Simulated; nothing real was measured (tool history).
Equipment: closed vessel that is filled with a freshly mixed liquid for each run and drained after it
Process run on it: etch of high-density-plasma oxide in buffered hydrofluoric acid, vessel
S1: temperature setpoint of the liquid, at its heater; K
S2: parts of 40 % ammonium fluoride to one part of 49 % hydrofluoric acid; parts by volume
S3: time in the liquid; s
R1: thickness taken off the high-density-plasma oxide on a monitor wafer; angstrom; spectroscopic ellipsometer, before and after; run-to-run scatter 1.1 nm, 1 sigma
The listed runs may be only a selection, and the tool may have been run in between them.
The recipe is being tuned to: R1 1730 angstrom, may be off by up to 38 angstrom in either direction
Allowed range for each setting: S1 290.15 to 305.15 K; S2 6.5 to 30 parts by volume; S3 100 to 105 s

{"run": 1, "hour": 0.0, "S1": 297.15, "S2": 19.5, "S3": 100, "R1": 761.71}
{"run": 2, "hour": 8.0, "S1": 298.15, "S2": 18.5, "S3": 100, "R1": 837.96}
{"run": 3, "hour": 11.1, "S1": 298.65, "S2": 17.5, "S3": 100, "R1": 910.45}
{"run": 4, "hour": 19.5, "S1": 298.65, "S2": 17.5, "S3": 105, "R1": 946.34}
{"run": 5, "hour": 21.1, "S1": 299.15, "S2": 17, "S3": 105, "R1": 1008.1}
{"run": 6, "hour": 29.0, "S1": 296.15, "S2": 17, "S3": 105, "R1": 854.82}
{"run": 7, "hour": 36.8, "S1": 297.15, "S2": 16.5, "S3": 105, "R1": 924.88}
{"run": 8, "hour": 40.4, "S1": 298.15, "S2": 16, "S3": 105, "R1": 1014.2}
{"run": 9, "hour": 48.6, "S1": 298.65, "S2": 15.5, "S3": 105, "R1": 1072.5}
{"run": 10, "hour": 57.8, "S1": 299.15, "S2": 15.5, "S3": 105, "R1": 1107.5}
{"run": 11, "hour": 62.3, "S1": 299.65, "S2": 15.5, "S3": 105, "R1": 1139.7}
{"run": 12, "hour": 67.9, "S1": 300.15, "S2": 15.5, "S3": 105, "R1": 1172.5}
{"run": 13, "hour": 77.0, "S1": 304.15, "S2": 12.5, "S3": 105, "R1": 1770.1}

4 next moves are on the table. One of them brings every result within its allowed miss. Which?
{"run": "A", "hour": 86.1, "S1": 303.65, "S2": 12, "S3": 100, "R1": "?"}
{"run": "B", "hour": 86.1, "S1": 299.65, "S2": 10, "S3": 100, "R1": "?"}
{"run": "C", "hour": 86.1, "S1": 304.15, "S2": 13, "S3": 100, "R1": "?"}
{"run": "D", "hour": 86.1, "S1": 303.15, "S2": 12, "S3": 100, "R1": "?"}

move=A R1=1694.5
move=B R1=1637.6
move=C R1=1608.4
move=D R1=1650.6
A: all results in spec
B: takes the biggest miss from the last run beyond its target
C: takes the biggest miss from the last run beyond its target
D: takes the biggest miss from the last run beyond its target
A meets every target.

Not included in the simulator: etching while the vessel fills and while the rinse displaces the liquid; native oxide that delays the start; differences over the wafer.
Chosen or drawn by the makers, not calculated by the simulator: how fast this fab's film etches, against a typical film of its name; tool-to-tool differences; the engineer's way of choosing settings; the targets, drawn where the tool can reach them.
